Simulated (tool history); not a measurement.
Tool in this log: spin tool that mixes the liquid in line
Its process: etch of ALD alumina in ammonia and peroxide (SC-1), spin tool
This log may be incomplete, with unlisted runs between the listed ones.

run  hour  temperature setpoint of the liquid (C)  parts of 29 % ammonia solution to one part of 30 % peroxide (parts by volume)  time under the liquid (s)  thickness taken off the ALD alumina on a monitor wafer (angstrom)
  1   0.0                                    54.0                                                                            0.5                        135                                                             88.876
  2   7.1                                    54.0                                                                            0.4                        135                                                             87.084
  3   8.1                                    54.0                                                                            0.4                        135                                                             86.671
  4  14.0                                    50.0                                                                            0.4                        135                                                             69.787
  5  19.4                                    50.0                                                                            0.3                        135                                                             67.489
  6  21.9                                    44.5                                                                            0.3                        135                                                             50.463
  7  25.6                                    44.0                                                                            0.3                        135                                                             48.725

Run 8, settings as shown, results not yet in. Your forecast:
  8  29.5                                    43.5                                                                            0.3                        135                                                                  ?

thickness taken off the ALD alumina on a monitor wafer (angstrom): 47.504

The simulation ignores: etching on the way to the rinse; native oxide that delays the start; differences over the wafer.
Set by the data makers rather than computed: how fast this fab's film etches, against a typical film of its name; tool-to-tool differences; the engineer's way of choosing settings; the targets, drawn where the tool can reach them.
